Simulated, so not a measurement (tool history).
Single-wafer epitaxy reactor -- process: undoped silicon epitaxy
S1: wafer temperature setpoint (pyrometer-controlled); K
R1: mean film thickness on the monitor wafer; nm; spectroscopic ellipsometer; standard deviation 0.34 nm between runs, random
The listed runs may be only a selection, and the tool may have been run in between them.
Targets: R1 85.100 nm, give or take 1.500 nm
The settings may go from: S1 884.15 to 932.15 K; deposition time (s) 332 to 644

run 1 hour=0.0 | S1=908.15 deposition_time_(s)=488 | R1=65.387
run 2 hour=4.8 | S1=908.15 deposition_time_(s)=460 | R1=61.573
run 3 hour=5.3 | S1=908.15 deposition_time_(s)=417 | R1=55.887
run 4 hour=8.2 | S1=908.15 deposition_time_(s)=444 | R1=59.389
run 5 hour=13.1 | S1=913.15 deposition_time_(s)=444 | R1=67.890
run 6 hour=20.4 | S1=915.15 deposition_time_(s)=444 | R1=71.184
run 7 hour=21.3 | S1=916.15 deposition_time_(s)=444 | R1=73.410
run 8 hour=24.1 | S1=924.15 deposition_time_(s)=445 | R1=89.051
run 9 hour=31.8 | S1=923.15 deposition_time_(s)=445 | R1=86.700

5 candidate next runs follow, results not yet known. Just one meets every target within its allowed miss. Identify it.
run A hour=39.5 | S1=921.15 deposition_time_(s)=479 | R1=?
run B hour=39.5 | S1=925.15 deposition_time_(s)=437 | R1=?
run C hour=39.5 | S1=921.15 deposition_time_(s)=483 | R1=?
run D hour=39.5 | S1=924.15 deposition_time_(s)=450 | R1=?
run E hour=39.5 | S1=922.15 deposition_time_(s)=444 | R1=?

move=A R1=88.780
move=B R1=89.416
move=C R1=89.521
move=D R1=89.835
move=E R1=84.361
A: further off than the last run
B: further off than the last run
C: further off than the last run
D: further off than the last run
E: every result lands within tolerance
The move that meets every target is E.

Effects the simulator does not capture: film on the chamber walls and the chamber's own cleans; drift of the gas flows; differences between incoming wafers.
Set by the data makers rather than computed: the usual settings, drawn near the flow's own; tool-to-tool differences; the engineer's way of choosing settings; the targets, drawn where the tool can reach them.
